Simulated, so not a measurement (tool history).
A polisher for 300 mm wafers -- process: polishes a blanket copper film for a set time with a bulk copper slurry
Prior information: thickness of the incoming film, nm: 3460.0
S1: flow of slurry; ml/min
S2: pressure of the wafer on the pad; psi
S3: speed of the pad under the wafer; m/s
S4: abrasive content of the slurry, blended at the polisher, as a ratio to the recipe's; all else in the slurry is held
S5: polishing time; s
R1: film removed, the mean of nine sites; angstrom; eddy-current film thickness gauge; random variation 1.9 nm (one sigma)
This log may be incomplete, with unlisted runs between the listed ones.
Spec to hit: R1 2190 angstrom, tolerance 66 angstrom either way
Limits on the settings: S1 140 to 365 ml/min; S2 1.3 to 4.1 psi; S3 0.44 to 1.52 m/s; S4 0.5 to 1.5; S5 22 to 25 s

{"run": 1, "day": 0.0, "S1": 235, "S2": 2.7, "S3": 0.98, "S4": 1, "S5": 25, "R1": 2583.4}
{"run": 2, "day": 0.062, "S1": 235, "S2": 2.7, "S3": 0.98, "S4": 0.85, "S5": 25, "R1": 2462.3}
{"run": 3, "day": 0.392, "S1": 255, "S2": 2.7, "S3": 0.98, "S4": 0.85, "S5": 25, "R1": 2463.3}
{"run": 4, "day": 0.467, "S1": 275, "S2": 2.7, "S3": 0.98, "S4": 0.85, "S5": 25, "R1": 2516.6}
{"run": 5, "day": 0.842, "S1": 275, "S2": 2.7, "S3": 1.1, "S4": 0.85, "S5": 25, "R1": 2713.5}
{"run": 6, "day": 0.938, "S1": 275, "S2": 2.7, "S3": 1.1, "S4": 0.75, "S5": 25, "R1": 2604.6}
{"run": 7, "day": 1.254, "S1": 275, "S2": 2.6, "S3": 1.1, "S4": 0.75, "S5": 25, "R1": 2573.9}
{"run": 8, "day": 1.283, "S1": 275, "S2": 2.5, "S3": 1.1, "S4": 0.75, "S5": 25, "R1": 2447.3}
{"run": 9, "day": 1.646, "S1": 275, "S2": 2.3, "S3": 1.1, "S4": 0.75, "S5": 25, "R1": 2280}

Below are 5 possible settings for the next run. Only one of them brings all results inside the allowed miss of their targets. Which is it?
{"run": "A", "day": 2.008, "S1": 270, "S2": 2.2, "S3": 1.2, "S4": 0.6, "S5": 25, "R1": "?"}
{"run": "B", "day": 2.008, "S1": 250, "S2": 2.3, "S3": 1.12, "S4": 0.75, "S5": 25, "R1": "?"}
{"run": "C", "day": 2.008, "S1": 275, "S2": 2.4, "S3": 1.2, "S4": 0.7, "S5": 25, "R1": "?"}
{"run": "D", "day": 2.008, "S1": 265, "S2": 2.4, "S3": 1.22, "S4": 0.95, "S5": 22, "R1": "?"}
{"run": "E", "day": 2.008, "S1": 315, "S2": 2.5, "S3": 0.96, "S4": 0.85, "S5": 25, "R1": "?"}

move=A R1=2205.9
move=B R1=2289
move=C R1=2471.1
move=D R1=2374.2
move=E R1=2320.1
A: meets every target
B: further off than the last run
C: further off than the last run
D: further off than the last run
E: further off than the last run
A is the move that brings every result within its allowed miss.
